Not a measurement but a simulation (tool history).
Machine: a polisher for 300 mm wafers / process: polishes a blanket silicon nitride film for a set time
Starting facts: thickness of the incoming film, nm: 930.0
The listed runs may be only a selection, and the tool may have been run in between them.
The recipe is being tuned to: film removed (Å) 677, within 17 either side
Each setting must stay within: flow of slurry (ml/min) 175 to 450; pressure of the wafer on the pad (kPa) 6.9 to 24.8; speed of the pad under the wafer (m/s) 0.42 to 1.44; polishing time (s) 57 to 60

run    day  flow of slurry (ml/min)  pressure of the wafer on the pad (kPa)  speed of the pad under the wafer (m/s)  polishing time (s)  film removed (Å)
  1      0                      290                                    15.9                                    0.92                  57            474.29
  2   0.35                      290                                    15.9                                    1.04                  57            524.61
  3  0.375                      290                                    16.5                                    1.04                  57            545.07
  4  0.579                      290                                    13.1                                    1.04                  57            440.22
  5  0.617                      220                                    13.1                                    1.04                  57            424.68
  6  0.683                      230                                    13.8                                    1.04                  57            452.48
  7  0.762                      230                                    14.5                                    1.04                  57            473.57
  8  1.004                      230                                    15.2                                    1.04                  57             498.2
  9  1.296                      230                                    15.9                                    1.04                  57            515.06
 10  1.571                      230                                    16.5                                    1.04                  57            528.88
 11   1.85                      240                                    17.2                                    1.04                  57            557.08
 12  2.125                      240                                    17.2                                    1.04                  57            563.16
 13  2.462                      240                                    17.9                                    1.04                  57            577.42
 14  2.671                      245                                    17.9                                    1.04                  57            580.08
 15  2.904                      250                                    17.9                                    1.04                  57            590.23
 16  3.208                      250                                    17.9                                    1.04                  57            582.34
 17  3.375                      250                                    17.9                                    1.04                  57            586.49
 18  3.442                      255                                    17.9                                    1.04                  57            579.12
 19  3.721                      260                                    19.3                                    1.04                  57            634.79
 20  3.762                      270                                      20                                    1.04                  57            653.31

Which single option among these 5 for the next run brings every result within its allowed miss of target? Just one does.
  A  3.804                      270                                    18.6                                    1.06                  57                 ?
  B  3.804                      245                                    17.2                                    1.14                  57                 ?
  C  3.804                      280                                    20.7                                       1                  58                 ?
  D  3.804                      280                                    18.6                                    1.02                  59                 ?
  E  3.804                      305                                      20                                     0.9                  58                 ?

move  film removed (Å)
   A            615.94
   B            601.28
   C            664.78
   D            619.93
   E            594.91
A: further off than the last run
B: further off than the last run
C: meets every target
D: further off than the last run
E: further off than the last run
Answer: C

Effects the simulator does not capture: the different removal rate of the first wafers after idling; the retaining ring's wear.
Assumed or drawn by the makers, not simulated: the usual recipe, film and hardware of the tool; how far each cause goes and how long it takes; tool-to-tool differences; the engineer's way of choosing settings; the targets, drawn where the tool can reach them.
